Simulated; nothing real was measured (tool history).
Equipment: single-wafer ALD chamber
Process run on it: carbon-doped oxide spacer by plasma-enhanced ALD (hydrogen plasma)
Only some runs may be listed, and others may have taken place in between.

run  hour  heater temperature setpoint (K)  number of ALD cycles (cycles)  mean film thickness on the monitor wafer (Å)
  1   0.0                           653.15                            376                                        174.72
  2   5.1                           643.15                            376                                        175.23
  3  14.0                           643.15                            352                                        163.86
  4  15.2                           643.15                            376                                        174.44
  5  19.2                           649.15                            376                                        175.24
  6  25.6                           649.15                            392                                        182.67
  7  33.5                           649.15                            404                                        187.36

Estimate the outcome of run 8 from the log above:
  8  42.4                           649.15                            413                                             ?

{"run 8": {"mean film thickness on the monitor wafer (Å)": 191.41}}
